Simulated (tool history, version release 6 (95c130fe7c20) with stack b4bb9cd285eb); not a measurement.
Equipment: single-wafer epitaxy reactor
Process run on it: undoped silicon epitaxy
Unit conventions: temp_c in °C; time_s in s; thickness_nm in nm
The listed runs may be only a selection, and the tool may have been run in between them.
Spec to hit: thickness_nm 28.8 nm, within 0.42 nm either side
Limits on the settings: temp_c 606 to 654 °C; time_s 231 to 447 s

run  hour  temp_c  time_s  thickness_nm
  1     0     630     339        33.366
  2   1.4     628     339        31.615
  3   3.2     627     339        30.665
  4   9.2     627     357        32.655
  5  15.8     627     403         36.72
  6  22.4     627     436        39.619
  7  29.5     622     436        34.826
  8  35.8     620     436        32.886
  9    43     618     436        31.229
 10  49.2     614     436        27.758

Which single option among these 4 for the next run brings every result within its allowed miss of target? Just one does.
  A  55.4     618     385             ?
  B  55.4     614     447             ?
  C  55.4     616     413             ?
  D  55.4     614     439             ?

move  thickness_nm
   A        27.456
   B        28.584
   C        27.894
   D        28.072
A: lands further from the targets than the last run did
B: all results in spec
C: nearer than the last run, and not there yet
D: nearer than the last run, and not there yet
Answer: B
